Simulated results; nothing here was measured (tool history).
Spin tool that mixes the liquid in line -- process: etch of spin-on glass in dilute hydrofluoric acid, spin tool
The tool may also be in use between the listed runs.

run,hour,temperature setpoint of the liquid (C),parts of water to one part of 49 % hydrofluoric acid (parts by volume),time under the liquid (s),thickness taken off the spin-on glass on a monitor wafer (Å)
1,0.0,25.0,295,75,157.87
2,8.1,22.5,295,75,144.19
3,16.7,22.5,295,80,153.38
4,21.5,22.5,295,75,144.09
5,22.2,20.5,295,75,134.21
6,30.8,20.5,295,75,133.92
7,39.3,19.5,295,75,128.99

The next listed run, before its measurement:
8,41.0,19.0,295,75,?

{"run 8": {"thickness taken off the spin-on glass on a monitor wafer (Å)": 126.84}}
